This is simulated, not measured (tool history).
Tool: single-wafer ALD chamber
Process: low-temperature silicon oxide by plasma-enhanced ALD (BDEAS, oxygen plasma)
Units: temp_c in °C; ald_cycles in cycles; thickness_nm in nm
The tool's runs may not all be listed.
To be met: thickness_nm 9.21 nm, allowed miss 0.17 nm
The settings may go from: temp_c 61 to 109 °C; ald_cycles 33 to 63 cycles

| run | day | temp_c | ald_cycles | thickness_nm |
|---|---|---|---|---|
| 1 | 0 | 85 | 48 | 7.5869 |
| 2 | 0.321 | 85 | 41 | 6.471 |
| 3 | 0.667 | 80 | 45 | 7.2457 |
| 4 | 0.892 | 76 | 47 | 7.6272 |
| 5 | 0.933 | 86 | 47 | 7.414 |
| 6 | 1.075 | 86 | 40 | 6.2984 |
| 7 | 1.371 | 74 | 48 | 7.8212 |
| 8 | 1.538 | 72 | 50 | 8.2393 |
| 9 | 1.858 | 70 | 51 | 8.4259 |

Which of these 5 next moves meets every target?
| A | 2.179 | 78 | 57 | ? |
| B | 2.179 | 70 | 49 | ? |
| C | 2.179 | 66 | 59 | ? |
| D | 2.179 | 67 | 47 | ? |
| E | 2.179 | 72 | 48 | ? |

| move | thickness_nm |
|---|---|
| A | 9.196 |
| B | 8.092 |
| C | 9.8558 |
| D | 7.8289 |
| E | 7.8811 |
A: meets every target
B: further off than the last run
C: takes the result that was furthest off past its target
D: further off than the last run
E: further off than the last run
Answer: A
